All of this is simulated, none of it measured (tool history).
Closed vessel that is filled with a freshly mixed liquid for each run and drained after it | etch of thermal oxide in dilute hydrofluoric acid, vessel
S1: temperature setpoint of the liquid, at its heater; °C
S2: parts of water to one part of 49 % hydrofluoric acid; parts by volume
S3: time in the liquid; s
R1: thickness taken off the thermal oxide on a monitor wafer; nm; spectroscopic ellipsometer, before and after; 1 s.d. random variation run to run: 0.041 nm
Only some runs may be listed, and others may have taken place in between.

Run 1, hour 0: S1 24 °C, S2 45 parts by volume, S3 35 s. Result: R1 3.8513 nm.
Run 2, hour 0.9: S1 24 °C, S2 45 parts by volume, S3 35 s. Result: R1 3.8589 nm.
Run 3, hour 9.7: S1 25 °C, S2 45 parts by volume, S3 35 s. Result: R1 4.0227 nm.
Run 4, hour 12.9: S1 21.5 °C, S2 45 parts by volume, S3 35 s. Result: R1 3.4957 nm.
Run 5, hour 17.3: S1 23 °C, S2 45 parts by volume, S3 35 s. Result: R1 3.688 nm.
Run 6, hour 18.7: S1 23 °C, S2 45 parts by volume, S3 35 s. Result: R1 3.6743 nm.
Run 7, hour 24.4: S1 24.5 °C, S2 45 parts by volume, S3 35 s. Result: R1 3.9332 nm.

Run 8, settings as shown, results not yet in. Your forecast:
Run 8, hour 26.8: S1 25.5 °C, S2 45 parts by volume, S3 35 s. Result: R1 ?.

Logged for run 8: R1 4.1655 nm.
